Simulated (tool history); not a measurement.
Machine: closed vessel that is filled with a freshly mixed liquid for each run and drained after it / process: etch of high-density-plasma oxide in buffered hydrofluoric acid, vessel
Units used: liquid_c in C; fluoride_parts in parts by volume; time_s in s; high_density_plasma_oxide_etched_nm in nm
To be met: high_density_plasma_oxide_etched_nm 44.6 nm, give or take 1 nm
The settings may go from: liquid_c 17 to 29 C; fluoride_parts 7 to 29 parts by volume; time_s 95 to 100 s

run  hour  liquid_c  fluoride_parts  time_s  high_density_plasma_oxide_etched_nm
  1     0        21              18      95                               59.261
  2   3.7        20            18.5      95                               54.509
  3   8.3        23            18.5      95                                64.46
  4  13.8        22            18.5      95                               61.072
  5  18.1        21            18.5      95                               57.414
  6  26.9        21            15.5      95                               68.602
  7  34.9        20            16.5      95                               60.465
  8  35.8      19.5              17      95                               57.076
  9  42.4        19            17.5      95                               54.495
 10  45.2      18.5              18      95                               51.688

4 candidate next runs follow, results not yet known. Just one meets every target within its allowed miss. Identify it.
  A    48        17              19      95                                    ?
  B    48      19.5            24.5      95                                    ?
  C    48      18.5              17      95                                    ?
  D    48        17              20      95                                    ?

move  high_density_plasma_oxide_etched_nm
   A                               44.398
   B                               42.281
   C                               53.974
   D                               42.201
A: every result lands within tolerance
B: pushes the last run's worst result past its target
C: the biggest miss grows against the last run
D: pushes the last run's worst result past its target
Correct choice: A, which meets every target

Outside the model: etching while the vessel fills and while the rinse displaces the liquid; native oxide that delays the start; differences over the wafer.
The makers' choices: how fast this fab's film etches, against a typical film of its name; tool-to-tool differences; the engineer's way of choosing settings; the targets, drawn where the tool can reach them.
